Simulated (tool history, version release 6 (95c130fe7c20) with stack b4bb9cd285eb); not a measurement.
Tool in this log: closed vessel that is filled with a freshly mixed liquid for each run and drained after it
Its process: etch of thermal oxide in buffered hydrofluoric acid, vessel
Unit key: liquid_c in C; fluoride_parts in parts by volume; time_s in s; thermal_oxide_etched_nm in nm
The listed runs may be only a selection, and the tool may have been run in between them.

{"run": 1, "hour": 0.0, "liquid_c": 22.0, "fluoride_parts": 12.0, "time_s": 100, "thermal_oxide_etched_nm": 65.951}
{"run": 2, "hour": 3.7, "liquid_c": 22.0, "fluoride_parts": 14.5, "time_s": 100, "thermal_oxide_etched_nm": 54.681}
{"run": 3, "hour": 9.3, "liquid_c": 22.0, "fluoride_parts": 16.0, "time_s": 100, "thermal_oxide_etched_nm": 48.545}
{"run": 4, "hour": 15.1, "liquid_c": 22.0, "fluoride_parts": 18.0, "time_s": 100, "thermal_oxide_etched_nm": 43.779}
{"run": 5, "hour": 23.9, "liquid_c": 24.5, "fluoride_parts": 16.0, "time_s": 100, "thermal_oxide_etched_nm": 57.123}
{"run": 6, "hour": 32.6, "liquid_c": 22.0, "fluoride_parts": 16.0, "time_s": 100, "thermal_oxide_etched_nm": 48.941}

Expected results for the next run?
{"run": 7, "hour": 40.1, "liquid_c": 24.5, "fluoride_parts": 15.0, "time_s": 100, "thermal_oxide_etched_nm": "?"}

thermal_oxide_etched_nm: 60.597 nm
